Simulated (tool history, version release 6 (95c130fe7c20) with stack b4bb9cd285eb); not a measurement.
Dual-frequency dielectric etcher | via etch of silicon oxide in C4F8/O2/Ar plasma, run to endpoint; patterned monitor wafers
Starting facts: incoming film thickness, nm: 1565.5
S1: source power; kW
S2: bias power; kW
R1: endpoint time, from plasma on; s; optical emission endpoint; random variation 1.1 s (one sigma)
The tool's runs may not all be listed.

| run | hour | S1 | S2 | R1 |
|---|---|---|---|---|
| 1 | 0 | 1.47 | 2.271 | 344.75 |
| 2 | 4.7 | 1.71 | 2.271 | 328.17 |
| 3 | 6.9 | 1.82 | 2.364 | 320.3 |
| 4 | 13.6 | 1.82 | 2.763 | 301.77 |
| 5 | 15.7 | 1.82 | 2.491 | 315.68 |
| 6 | 20.1 | 1.89 | 2.572 | 305.34 |

Run 7 is up next; what results do you expect?
| 7 | 26.7 | 1.89 | 2.572 | ? |

Run 7 yielded R1 307.55 s.
